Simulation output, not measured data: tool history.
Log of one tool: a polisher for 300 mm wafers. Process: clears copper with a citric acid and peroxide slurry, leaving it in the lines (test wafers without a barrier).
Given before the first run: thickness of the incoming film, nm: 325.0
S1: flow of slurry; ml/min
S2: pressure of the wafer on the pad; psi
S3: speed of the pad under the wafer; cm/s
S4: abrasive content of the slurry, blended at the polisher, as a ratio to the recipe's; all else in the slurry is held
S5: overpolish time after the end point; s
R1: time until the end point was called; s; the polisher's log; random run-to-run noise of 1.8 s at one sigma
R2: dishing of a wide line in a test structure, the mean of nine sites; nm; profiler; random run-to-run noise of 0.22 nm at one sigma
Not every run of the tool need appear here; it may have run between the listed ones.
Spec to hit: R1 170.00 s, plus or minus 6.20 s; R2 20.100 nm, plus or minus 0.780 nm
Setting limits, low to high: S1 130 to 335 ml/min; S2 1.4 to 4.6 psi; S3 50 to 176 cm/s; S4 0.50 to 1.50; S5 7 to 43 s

run,hour,S1,S2,S3,S4,S5,R1,R2
1,0.0,215,3.0,112,1.00,22,115.11,19.638
2,5.6,215,3.0,112,0.80,22,120.59,19.289
3,6.3,215,3.0,128,0.80,22,104.48,20.213
4,7.9,215,3.0,128,0.95,22,102.42,19.838
5,13.9,210,2.6,126,0.95,25,114.39,20.599
6,17.2,190,2.6,126,0.95,25,113.26,20.249
7,22.0,195,2.3,124,0.95,27,124.68,20.146
8,25.5,195,2.1,120,0.95,29,134.81,20.160
9,27.8,195,1.9,118,0.95,31,144.45,20.194
10,36.2,195,1.8,116,0.95,32,149.92,19.912
11,41.8,195,1.7,114,0.95,33,155.29,20.310
12,45.6,195,1.6,114,0.95,33,158.36,19.877

Below are 4 possible settings for the next run. Only one of them brings all results inside the allowed miss of their targets. Which is it?
A,49.4,230,1.9,118,1.00,31,?,?
B,49.4,200,1.9,110,0.80,39,?,?
C,49.4,135,2.6,92,0.80,37,?,?
D,49.4,250,1.7,116,0.80,28,?,?

move,R1,R2
A,136.51,20.145
B,155.51,20.575
C,167.43,20.244
D,151.43,19.055
A: lands further from the targets than the last run did
B: lands further from the targets than the last run did
C: every result lands within tolerance
D: lands further from the targets than the last run did
The right move is C.
